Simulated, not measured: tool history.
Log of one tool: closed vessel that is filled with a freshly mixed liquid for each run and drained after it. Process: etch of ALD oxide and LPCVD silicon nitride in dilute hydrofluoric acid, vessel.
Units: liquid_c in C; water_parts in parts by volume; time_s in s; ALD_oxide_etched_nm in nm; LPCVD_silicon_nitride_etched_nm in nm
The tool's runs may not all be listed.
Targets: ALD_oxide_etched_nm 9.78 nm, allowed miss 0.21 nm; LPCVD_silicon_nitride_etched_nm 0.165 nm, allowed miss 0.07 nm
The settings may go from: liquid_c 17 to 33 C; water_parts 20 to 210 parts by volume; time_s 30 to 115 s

| run | hour | liquid_c | water_parts | time_s | ALD_oxide_etched_nm | LPCVD_silicon_nitride_etched_nm |
|---|---|---|---|---|---|---|
| 1 | 0 | 25 | 115 | 60 | 17.643 | 0.28063 |
| 2 | 7 | 23.5 | 120 | 60 | 15.926 | 0.16211 |
| 3 | 11.8 | 23.5 | 120 | 45 | 11.928 | 0.22673 |
| 4 | 19 | 20.5 | 120 | 45 | 10.615 | 0.14029 |
| 5 | 24.4 | 22.5 | 120 | 45 | 11.453 | 0.18399 |
| 6 | 25.7 | 19.5 | 120 | 45 | 10.264 | 0.12021 |
| 7 | 31.9 | 20 | 120 | 45 | 10.359 | 0.1605 |
| 8 | 36.7 | 19.5 | 120 | 45 | 10.091 | 0.13895 |
| 9 | 42 | 20 | 120 | 45 | 10.366 | 0.13313 |
| 10 | 45.5 | 20 | 120 | 45 | 10.302 | 0.12552 |
| 11 | 51.4 | 20.5 | 125 | 45 | 10.065 | 0.12662 |
| 12 | 60.2 | 21 | 125 | 45 | 10.303 | 0.13987 |

Which of these 5 next moves meets every target?
| A | 69 | 17 | 100 | 45 | ? | ? |
| B | 69 | 17 | 105 | 40 | ? | ? |
| C | 69 | 19.5 | 160 | 70 | ? | ? |
| D | 69 | 25 | 105 | 30 | ? | ? |
| E | 69 | 21.5 | 115 | 40 | ? | ? |

| move | ALD_oxide_etched_nm | LPCVD_silicon_nitride_etched_nm |
|---|---|---|
| A | 11.244 | 0.12559 |
| B | 9.4692 | 0.10649 |
| C | 11.387 | 0.14694 |
| D | 9.8254 | 0.13695 |
| E | 10.29 | 0.13249 |
A: further off than the last run
B: takes the result that was furthest off past its target
C: further off than the last run
D: meets every target
E: as far off as the last run
Move D is the one to make.
